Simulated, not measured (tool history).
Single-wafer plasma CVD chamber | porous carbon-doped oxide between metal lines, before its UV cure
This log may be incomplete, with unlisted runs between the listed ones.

run  hour  heater temperature setpoint (°C)  RF power (kW)  deposition time (s)  mean film thickness on the monitor wafer (angstrom)
  1     0                               315          0.625                 29.9                                               1771.4
  2   4.4                               315          0.625                 29.9                                               1775.4
  3  12.1                               318           0.59                 29.7                                               1639.7
  4  16.1                               321          0.575                 29.6                                               1583.2
  5  17.2                               321          0.575                 29.9                                               1595.7
  6    19                               323           0.56                 29.8                                               1540.1

Predict the results of run 7:
  7  22.7                               325          0.545                 29.7                                                    ?

mean film thickness on the monitor wafer (angstrom): 1476.7
